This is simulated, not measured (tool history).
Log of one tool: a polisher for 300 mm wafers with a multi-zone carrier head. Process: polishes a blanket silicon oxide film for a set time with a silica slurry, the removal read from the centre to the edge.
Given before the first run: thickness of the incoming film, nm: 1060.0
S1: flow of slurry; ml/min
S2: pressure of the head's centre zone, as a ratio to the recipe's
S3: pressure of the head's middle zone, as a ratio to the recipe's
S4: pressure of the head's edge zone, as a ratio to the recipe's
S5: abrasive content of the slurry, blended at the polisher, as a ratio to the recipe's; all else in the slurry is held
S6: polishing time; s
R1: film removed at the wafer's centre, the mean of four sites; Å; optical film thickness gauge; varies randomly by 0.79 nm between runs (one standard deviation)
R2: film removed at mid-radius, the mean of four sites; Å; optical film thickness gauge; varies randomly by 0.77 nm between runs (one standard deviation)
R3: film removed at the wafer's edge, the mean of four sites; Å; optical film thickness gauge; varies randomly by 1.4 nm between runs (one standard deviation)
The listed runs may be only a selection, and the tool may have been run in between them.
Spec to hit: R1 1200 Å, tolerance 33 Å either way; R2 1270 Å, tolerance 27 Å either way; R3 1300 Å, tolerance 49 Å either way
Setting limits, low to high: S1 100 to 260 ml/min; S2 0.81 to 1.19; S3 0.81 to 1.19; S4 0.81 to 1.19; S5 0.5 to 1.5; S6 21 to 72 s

Run 1, hour 0: S1 165 ml/min, S2 1, S3 1, S4 1, S5 1, S6 46 s. Result: R1 1841.3 Å, R2 1848.9 Å, R3 1799 Å.
Run 2, hour 2: S1 165 ml/min, S2 1, S3 0.92, S4 1, S5 1, S6 46 s. Result: R1 1819.4 Å, R2 1765.2 Å, R3 1807.9 Å.
Run 3, hour 9.9: S1 160 ml/min, S2 0.98, S3 0.91, S4 0.98, S5 0.95, S6 46 s. Result: R1 1715.3 Å, R2 1677.9 Å, R3 1726.2 Å.
Run 4, hour 16.4: S1 160 ml/min, S2 0.98, S3 0.91, S4 0.98, S5 0.95, S6 35 s. Result: R1 1300.7 Å, R2 1268.5 Å, R3 1312.6 Å.
Run 5, hour 23: S1 160 ml/min, S2 0.98, S3 0.91, S4 0.98, S5 0.85, S6 35 s. Result: R1 1186.7 Å, R2 1160 Å, R3 1195.6 Å.
Run 6, hour 26.5: S1 160 ml/min, S2 0.98, S3 0.91, S4 0.98, S5 0.7, S6 35 s. Result: R1 986.08 Å, R2 961.04 Å, R3 1005.2 Å.
Run 7, hour 34.4: S1 170 ml/min, S2 0.98, S3 0.93, S4 1.01, S5 0.7, S6 35 s. Result: R1 997.05 Å, R2 984.25 Å, R3 1003.4 Å.
Run 8, hour 42.4: S1 165 ml/min, S2 0.97, S3 0.93, S4 1, S5 0.75, S6 35 s. Result: R1 1051.9 Å, R2 1056.6 Å, R3 1097.3 Å.
Run 9, hour 48.3: S1 170 ml/min, S2 0.97, S3 0.94, S4 1.02, S5 0.75, S6 35 s. Result: R1 1062.5 Å, R2 1056.4 Å, R3 1092.9 Å.
Run 10, hour 53.4: S1 175 ml/min, S2 0.96, S3 0.95, S4 1.04, S5 0.75, S6 35 s. Result: R1 1055 Å, R2 1083.5 Å, R3 1125.8 Å.
Run 11, hour 54.7: S1 185 ml/min, S2 0.96, S3 0.96, S4 1.06, S5 0.75, S6 35 s. Result: R1 1061.6 Å, R2 1104.7 Å, R3 1131.1 Å.
Run 12, hour 55.4: S1 190 ml/min, S2 0.96, S3 0.96, S4 1.08, S5 0.75, S6 35 s. Result: R1 1067.6 Å, R2 1105.8 Å, R3 1121.2 Å.
Run 13, hour 55.9: S1 190 ml/min, S2 0.96, S3 0.96, S4 1.09, S5 0.75, S6 35 s. Result: R1 1057.3 Å, R2 1096.6 Å, R3 1133.8 Å.
Run 14, hour 63.3: S1 190 ml/min, S2 0.96, S3 0.97, S4 1.1, S5 0.75, S6 35 s. Result: R1 1074.3 Å, R2 1096.6 Å, R3 1158.3 Å.
Run 15, hour 66.1: S1 195 ml/min, S2 0.96, S3 0.98, S4 1.11, S5 0.75, S6 35 s. Result: R1 1066.8 Å, R2 1109.9 Å, R3 1164.9 Å.
Run 16, hour 67.2: S1 245 ml/min, S2 1.01, S3 1.04, S4 1.19, S5 0.85, S6 35 s. Result: R1 1283.5 Å, R2 1353.2 Å, R3 1378.4 Å.
Run 17, hour 68.5: S1 195 ml/min, S2 1, S3 1.03, S4 1.16, S5 0.85, S6 35 s. Result: R1 1244.9 Å, R2 1296.1 Å, R3 1340.7 Å.
Run 18, hour 71.5: S1 195 ml/min, S2 1, S3 1.03, S4 1.16, S5 0.85, S6 35 s. Result: R1 1244.9 Å, R2 1288.2 Å, R3 1332.3 Å.

Consider the 5 candidate settings below. Which is the only one whose results all fall within their allowed miss of target?
Run A, hour 74.5: S1 200 ml/min, S2 0.99, S3 0.98, S4 1.19, S5 0.95, S6 34 s. Result: R1 ?, R2 ?, R3 ?.
Run B, hour 74.5: S1 185 ml/min, S2 0.99, S3 0.98, S4 1.19, S5 0.85, S6 36 s. Result: R1 ?, R2 ?, R3 ?.
Run C, hour 74.5: S1 160 ml/min, S2 1.01, S3 1.02, S4 1.19, S5 0.7, S6 41 s. Result: R1 ?, R2 ?, R3 ?.
Run D, hour 74.5: S1 210 ml/min, S2 1.06, S3 1.03, S4 1.12, S5 0.8, S6 37 s. Result: R1 ?, R2 ?, R3 ?.
Run E, hour 74.5: S1 220 ml/min, S2 0.98, S3 1.03, S4 1.16, S5 0.8, S6 36 s. Result: R1 ?, R2 ?, R3 ?.

move      R1      R2      R3
   A    1312  1334.5  1418.7
   B  1260.8  1283.6  1367.6
   C  1183.3    1221  1269.8
   D  1318.5  1311.7  1302.8
   E  1209.1  1282.7  1295.1
A: moves away from the targets compared with the last run
B: moves away from the targets compared with the last run
C: puts the biggest miss on target and leaves a different result outside tolerance
D: moves away from the targets compared with the last run
E: hits every target within its allowed miss
Go with E: it meets all targets.
